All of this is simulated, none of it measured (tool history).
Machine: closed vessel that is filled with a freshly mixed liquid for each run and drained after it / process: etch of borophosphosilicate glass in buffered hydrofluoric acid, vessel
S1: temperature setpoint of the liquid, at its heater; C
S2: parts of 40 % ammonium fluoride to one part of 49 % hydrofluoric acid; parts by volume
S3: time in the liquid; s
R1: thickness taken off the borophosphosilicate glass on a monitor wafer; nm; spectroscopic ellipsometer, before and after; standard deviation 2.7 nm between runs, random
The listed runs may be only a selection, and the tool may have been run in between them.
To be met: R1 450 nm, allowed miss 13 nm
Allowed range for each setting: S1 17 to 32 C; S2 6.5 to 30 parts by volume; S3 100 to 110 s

run  hour    S1    S2   S3      R1
  1     0    24  18.5  100  169.31
  2   2.2  22.5  18.5  100  156.05
  3   5.4  20.5  18.5  100  140.84
  4  10.6  20.5  21.5  100  122.71
  5  19.4    19  21.5  100  113.64
  6  22.4  20.5  19.5  100  133.08
  7  27.5    22    18  100  155.42
  8  28.8    23  16.5  100  179.38
  9  33.1    27  10.5  100  346.24
 10  41.8  27.5  10.5  100  354.83
 11  47.4    28  10.5  100  364.73
 12  50.6  28.5  10.5  100  379.15
 13    57    29  10.5  100  388.92
 14  64.8  29.5  10.5  100  397.91
 15    68    30  10.5  100  405.98

5 candidate next runs follow, results not yet known. Just one meets every target within its allowed miss. Identify it.
  A  71.2    30   10  110   ?
  B  71.2    31    9  100   ?
  C  71.2    31  9.5  105   ?
  D  71.2    32   11  110   ?
  E  71.2  28.5  8.5  100   ?

move      R1
   A  474.11
   B  485.31
   C  492.39
   D  478.92
   E  453.66
A: takes the result that was furthest off past its target
B: takes the result that was furthest off past its target
C: takes the result that was furthest off past its target
D: takes the result that was furthest off past its target
E: meets every target
The move that meets every target is E.

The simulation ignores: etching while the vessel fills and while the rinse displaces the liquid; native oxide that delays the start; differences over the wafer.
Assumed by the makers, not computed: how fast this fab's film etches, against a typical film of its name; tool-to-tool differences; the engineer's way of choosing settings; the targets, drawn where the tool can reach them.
